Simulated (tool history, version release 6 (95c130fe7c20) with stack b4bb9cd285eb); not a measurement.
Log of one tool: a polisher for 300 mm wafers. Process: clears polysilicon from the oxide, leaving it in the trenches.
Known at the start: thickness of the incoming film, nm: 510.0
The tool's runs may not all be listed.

| run | day | flow of slurry (ml/min) | pressure of the wafer on the pad (psi) | speed of the pad under the wafer (m/s) | overpolish time after the end point (s) | time until the end point was called (s) | dishing of a wide line in a test structure (angstrom) |
|---|---|---|---|---|---|---|---|
| 1 | 0 | 170 | 2.9 | 0.88 | 15 | 40.604 | 394.67 |
| 2 | 0.112 | 135 | 2.9 | 0.88 | 15 | 43.726 | 395 |
| 3 | 0.217 | 145 | 2.7 | 0.88 | 13 | 44.809 | 393.11 |
| 4 | 0.546 | 145 | 2.7 | 1.04 | 13 | 37.137 | 394.23 |
| 5 | 0.792 | 150 | 2.5 | 1.02 | 12 | 42.125 | 384.79 |
| 6 | 1.067 | 150 | 2.5 | 1.02 | 17 | 42.035 | 409.89 |
| 7 | 1.212 | 170 | 2.4 | 0.96 | 15 | 45.349 | 384.56 |
| 8 | 1.296 | 220 | 1.6 | 0.88 | 8 | 69.215 | 338.64 |

The next listed run, before its measurement:
| 9 | 1.375 | 265 | 1.7 | 1 | 4 | ? | ? |

time until the end point was called (s): 56.469
dishing of a wide line in a test structure (angstrom): 268.11
